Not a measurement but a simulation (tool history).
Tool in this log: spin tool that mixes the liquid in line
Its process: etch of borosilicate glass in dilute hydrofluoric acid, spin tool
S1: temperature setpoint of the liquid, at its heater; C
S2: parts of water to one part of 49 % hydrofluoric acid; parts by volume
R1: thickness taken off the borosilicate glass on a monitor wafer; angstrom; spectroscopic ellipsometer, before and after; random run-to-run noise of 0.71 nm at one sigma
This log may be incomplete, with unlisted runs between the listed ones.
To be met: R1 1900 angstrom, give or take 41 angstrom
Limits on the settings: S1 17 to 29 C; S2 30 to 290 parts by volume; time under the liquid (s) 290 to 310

{"run": 1, "day": 0.0, "S1": 21, "S2": 160, "time under the liquid (s)": 290, "R1": 604.44}
{"run": 2, "day": 0.321, "S1": 22, "S2": 145, "time under the liquid (s)": 290, "R1": 703.67}
{"run": 3, "day": 0.604, "S1": 23, "S2": 135, "time under the liquid (s)": 290, "R1": 790.1}
{"run": 4, "day": 0.917, "S1": 23, "S2": 135, "time under the liquid (s)": 290, "R1": 786.69}
{"run": 5, "day": 1.242, "S1": 23.5, "S2": 125, "time under the liquid (s)": 290, "R1": 879.44}
{"run": 6, "day": 1.562, "S1": 24, "S2": 115, "time under the liquid (s)": 290, "R1": 982.69}
{"run": 7, "day": 1.862, "S1": 24, "S2": 115, "time under the liquid (s)": 290, "R1": 984.38}
{"run": 8, "day": 2.229, "S1": 24.5, "S2": 110, "time under the liquid (s)": 290, "R1": 1050.4}
{"run": 9, "day": 2.271, "S1": 25, "S2": 105, "time under the liquid (s)": 290, "R1": 1133.1}
{"run": 10, "day": 2.579, "S1": 25.5, "S2": 100, "time under the liquid (s)": 290, "R1": 1229.9}
{"run": 11, "day": 2.808, "S1": 26, "S2": 95, "time under the liquid (s)": 290, "R1": 1336.5}
{"run": 12, "day": 3.021, "S1": 26.5, "S2": 95, "time under the liquid (s)": 290, "R1": 1358}
{"run": 13, "day": 3.246, "S1": 27, "S2": 90, "time under the liquid (s)": 290, "R1": 1462}
{"run": 14, "day": 3.379, "S1": 28, "S2": 80, "time under the liquid (s)": 290, "R1": 1729.5}
{"run": 15, "day": 3.554, "S1": 28.5, "S2": 80, "time under the liquid (s)": 290, "R1": 1751.6}

Which of these 4 next moves meets every target?
{"run": "A", "day": 3.729, "S1": 29, "S2": 95, "time under the liquid (s)": 310, "R1": "?"}
{"run": "B", "day": 3.729, "S1": 29, "S2": 85, "time under the liquid (s)": 305, "R1": "?"}
{"run": "C", "day": 3.729, "S1": 28, "S2": 75, "time under the liquid (s)": 295, "R1": "?"}
{"run": "D", "day": 3.729, "S1": 28.5, "S2": 90, "time under the liquid (s)": 290, "R1": "?"}

move=A R1=1599.3
move=B R1=1783.5
move=C R1=1907.6
move=D R1=1560.2
A: further off than the last run
B: nearer than the last run, and not there yet
C: every result lands within tolerance
D: further off than the last run
So the answer is move C, the one that meets all the targets.

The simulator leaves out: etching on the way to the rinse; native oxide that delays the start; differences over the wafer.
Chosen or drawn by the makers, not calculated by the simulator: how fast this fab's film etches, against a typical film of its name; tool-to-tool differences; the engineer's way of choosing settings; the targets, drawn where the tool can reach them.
